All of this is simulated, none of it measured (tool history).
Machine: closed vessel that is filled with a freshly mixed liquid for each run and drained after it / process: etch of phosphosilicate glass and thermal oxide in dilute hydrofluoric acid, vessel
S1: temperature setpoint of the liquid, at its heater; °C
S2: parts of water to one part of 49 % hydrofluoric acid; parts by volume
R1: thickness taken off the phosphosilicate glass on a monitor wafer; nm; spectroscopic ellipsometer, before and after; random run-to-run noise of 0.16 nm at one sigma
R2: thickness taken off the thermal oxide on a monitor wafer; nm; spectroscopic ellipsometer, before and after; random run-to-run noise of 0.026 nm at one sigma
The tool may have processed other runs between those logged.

Run 1, day 0.000: S1 24.0 °C, S2 145 parts by volume, time in the liquid (s) 60. Result: R1 53.979 nm, R2 1.9242 nm.
Run 2, day 0.254: S1 24.0 °C, S2 145 parts by volume, time in the liquid (s) 50. Result: R1 44.940 nm, R2 1.5708 nm.
Run 3, day 0.350: S1 23.0 °C, S2 145 parts by volume, time in the liquid (s) 50. Result: R1 43.540 nm, R2 1.5419 nm.
Run 4, day 0.446: S1 23.0 °C, S2 105 parts by volume, time in the liquid (s) 50. Result: R1 62.269 nm, R2 2.1719 nm.
Run 5, day 0.479: S1 22.0 °C, S2 110 parts by volume, time in the liquid (s) 50. Result: R1 56.903 nm, R2 2.0557 nm.
Run 6, day 0.842: S1 22.0 °C, S2 110 parts by volume, time in the liquid (s) 75. Result: R1 85.744 nm, R2 3.1697 nm.
Run 7, day 0.988: S1 21.5 °C, S2 120 parts by volume, time in the liquid (s) 75. Result: R1 76.145 nm, R2 2.7629 nm.
Run 8, day 1.075: S1 21.0 °C, S2 130 parts by volume, time in the liquid (s) 75. Result: R1 68.227 nm, R2 2.4042 nm.
Run 9, day 1.388: S1 20.5 °C, S2 135 parts by volume, time in the liquid (s) 75. Result: R1 63.861 nm, R2 2.2455 nm.
Run 10, day 1.488: S1 20.0 °C, S2 140 parts by volume, time in the liquid (s) 75. Result: R1 59.742 nm, R2 2.0937 nm.
Run 11, day 1.792: S1 19.5 °C, S2 145 parts by volume, time in the liquid (s) 75. Result: R1 56.455 nm, R2 2.0650 nm.
Run 12, day 1.908: S1 19.0 °C, S2 150 parts by volume, time in the liquid (s) 75. Result: R1 53.220 nm, R2 1.9535 nm.

Predict the results of run 13:
Run 13, day 2.104: S1 19.0 °C, S2 155 parts by volume, time in the liquid (s) 75. Result: R1 ?, R2 ?.

{"run 13": {"R1": 51.158, "R2": 1.885}}
